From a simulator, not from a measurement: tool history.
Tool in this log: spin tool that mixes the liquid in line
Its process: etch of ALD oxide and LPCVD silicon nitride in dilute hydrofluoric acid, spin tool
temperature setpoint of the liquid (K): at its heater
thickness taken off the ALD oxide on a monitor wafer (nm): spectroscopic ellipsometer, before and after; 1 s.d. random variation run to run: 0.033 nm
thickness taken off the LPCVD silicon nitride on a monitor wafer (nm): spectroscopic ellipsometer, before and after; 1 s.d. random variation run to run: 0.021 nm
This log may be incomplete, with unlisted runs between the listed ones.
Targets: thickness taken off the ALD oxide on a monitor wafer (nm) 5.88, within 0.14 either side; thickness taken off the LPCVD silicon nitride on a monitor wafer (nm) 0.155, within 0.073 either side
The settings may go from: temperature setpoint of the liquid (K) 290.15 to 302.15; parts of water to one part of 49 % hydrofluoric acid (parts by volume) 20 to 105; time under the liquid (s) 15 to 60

run  hour  temperature setpoint of the liquid (K)  parts of water to one part of 49 % hydrofluoric acid (parts by volume)  time under the liquid (s)  thickness taken off the ALD oxide on a monitor wafer (nm)  thickness taken off the LPCVD silicon nitride on a monitor wafer (nm)
  1     0                                  294.15                                                                      55                         30                                                     7.3262                                                                0.22589
  2   1.1                                  294.15                                                                      55                         40                                                     9.6836                                                                0.35893
  3   5.9                                  294.15                                                                      55                         45                                                     10.941                                                                0.29115
  4   8.3                                  294.15                                                                      55                         50                                                     12.222                                                                0.30082
  5  12.5                                  293.65                                                                      60                         50                                                      10.89                                                                0.33305
  6    14                                  293.65                                                                      80                         50                                                      7.923                                                                0.20852
  7  20.5                                  293.15                                                                      80                         50                                                     7.7557                                                                0.24115
  8  23.4                                  292.65                                                                      80                         50                                                     7.6514                                                                0.22725
  9  27.9                                  292.65                                                                      80                         50                                                     7.6614                                                                0.18387
 10  29.7                                  292.15                                                                      90                         50                                                      6.572                                                                0.18941
 11  33.2                                  291.15                                                                      90                         50                                                     6.2229                                                                0.16032
 12    42                                  290.65                                                                      90                         50                                                     6.1654                                                                0.17341

Which of these 5 next moves meets every target?
  A  50.8                                  290.65                                                                      85                         50                                                          ?                                                                      ?
  B  50.8                                  291.15                                                                      95                         55                                                          ?                                                                      ?
  C  50.8                                  290.65                                                                     105                         60                                                          ?                                                                      ?
  D  50.8                                  290.15                                                                      85                         50                                                          ?                                                                      ?
  E  50.8                                  290.65                                                                      85                         45                                                          ?                                                                      ?

move  thickness taken off the ALD oxide on a monitor wafer (nm)  thickness taken off the LPCVD silicon nitride on a monitor wafer (nm)
   A                                                     6.5278                                                                0.16848
   B                                                     6.4915                                                                0.17225
   C                                                     6.2083                                                                0.16471
   D                                                     6.3906                                                                0.16269
   E                                                      5.875                                                                0.15163
A: moves away from the targets compared with the last run
B: moves away from the targets compared with the last run
C: moves away from the targets compared with the last run
D: moves away from the targets compared with the last run
E: every result within its allowed miss
Go with E: it meets all targets.
